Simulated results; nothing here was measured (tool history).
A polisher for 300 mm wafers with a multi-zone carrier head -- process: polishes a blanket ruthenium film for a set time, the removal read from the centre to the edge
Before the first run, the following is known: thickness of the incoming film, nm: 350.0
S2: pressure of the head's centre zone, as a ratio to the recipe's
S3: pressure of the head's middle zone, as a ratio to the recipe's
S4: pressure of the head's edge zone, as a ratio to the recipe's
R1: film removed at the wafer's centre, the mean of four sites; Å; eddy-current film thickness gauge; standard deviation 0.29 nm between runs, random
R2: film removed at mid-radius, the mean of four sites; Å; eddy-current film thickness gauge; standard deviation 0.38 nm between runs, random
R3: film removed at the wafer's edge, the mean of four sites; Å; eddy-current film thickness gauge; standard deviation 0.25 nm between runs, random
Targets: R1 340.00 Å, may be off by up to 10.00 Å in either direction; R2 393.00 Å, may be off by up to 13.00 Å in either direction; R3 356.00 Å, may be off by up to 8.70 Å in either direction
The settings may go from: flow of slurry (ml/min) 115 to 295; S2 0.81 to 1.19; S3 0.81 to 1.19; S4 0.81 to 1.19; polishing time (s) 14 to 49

run 1 hour=0.0 | flow_of_slurry_(ml/min)=190 S2=1.00 S3=1.00 S4=1.00 polishing_time_(s)=31 | R1=267.69 R2=271.61 R3=268.74
run 2 hour=5.0 | flow_of_slurry_(ml/min)=200 S2=1.00 S3=1.04 S4=1.03 polishing_time_(s)=32 | R1=280.84 R2=292.09 R3=282.05
run 3 hour=8.1 | flow_of_slurry_(ml/min)=205 S2=1.00 S3=1.07 S4=1.06 polishing_time_(s)=33 | R1=290.51 R2=314.43 R3=295.39
run 4 hour=12.7 | flow_of_slurry_(ml/min)=205 S2=1.00 S3=1.07 S4=1.06 polishing_time_(s)=30 | R1=263.49 R2=281.03 R3=274.17
run 5 hour=15.1 | flow_of_slurry_(ml/min)=215 S2=1.00 S3=1.09 S4=1.08 polishing_time_(s)=31 | R1=272.94 R2=292.43 R3=279.53
run 6 hour=15.6 | flow_of_slurry_(ml/min)=210 S2=1.00 S3=1.10 S4=1.09 polishing_time_(s)=33 | R1=289.77 R2=316.05 R3=302.86
run 7 hour=17.0 | flow_of_slurry_(ml/min)=215 S2=1.00 S3=1.12 S4=1.10 polishing_time_(s)=34 | R1=302.48 R2=333.05 R3=315.96
run 8 hour=19.8 | flow_of_slurry_(ml/min)=220 S2=1.00 S3=1.13 S4=1.10 polishing_time_(s)=35 | R1=309.45 R2=352.51 R3=323.60
run 9 hour=26.4 | flow_of_slurry_(ml/min)=220 S2=1.00 S3=1.13 S4=1.10 polishing_time_(s)=35 | R1=308.39 R2=341.29 R3=324.79
run 10 hour=33.9 | flow_of_slurry_(ml/min)=220 S2=1.00 S3=1.14 S4=1.09 polishing_time_(s)=36 | R1=319.07 R2=353.47 R3=330.39
run 11 hour=40.2 | flow_of_slurry_(ml/min)=220 S2=1.00 S3=1.14 S4=1.09 polishing_time_(s)=36 | R1=319.64 R2=362.28 R3=330.50
run 12 hour=44.0 | flow_of_slurry_(ml/min)=220 S2=1.00 S3=1.14 S4=1.09 polishing_time_(s)=36 | R1=315.10 R2=356.47 R3=328.32

Of the 5 settings listed for the next run, only one would bring every result within its allowed miss of target. Which one?
run A hour=47.8 | flow_of_slurry_(ml/min)=195 S2=1.02 S3=1.10 S4=1.19 polishing_time_(s)=37 | R1=? R2=? R3=?
run B hour=47.8 | flow_of_slurry_(ml/min)=225 S2=1.06 S3=1.19 S4=0.96 polishing_time_(s)=37 | R1=? R2=? R3=?
run C hour=47.8 | flow_of_slurry_(ml/min)=220 S2=1.01 S3=1.18 S4=1.02 polishing_time_(s)=38 | R1=? R2=? R3=?
run D hour=47.8 | flow_of_slurry_(ml/min)=200 S2=0.99 S3=1.07 S4=1.19 polishing_time_(s)=36 | R1=? R2=? R3=?
run E hour=47.8 | flow_of_slurry_(ml/min)=295 S2=0.97 S3=1.16 S4=1.09 polishing_time_(s)=38 | R1=? R2=? R3=?

move=A R1=327.89 R2=351.73 R3=349.97
move=B R1=341.96 R2=383.23 R3=318.22
move=C R1=340.85 R2=389.70 R3=335.86
move=D R1=314.94 R2=335.36 R3=341.49
move=E R1=345.24 R2=396.25 R3=355.51
A: gets the furthest-off result to its target, but another result is out of tolerance
B: its largest miss is bigger than the last run's
C: gains on the last run, yet a result remains outside its allowed miss
D: its largest miss is bigger than the last run's
E: meets every target
Move E is the one to make.
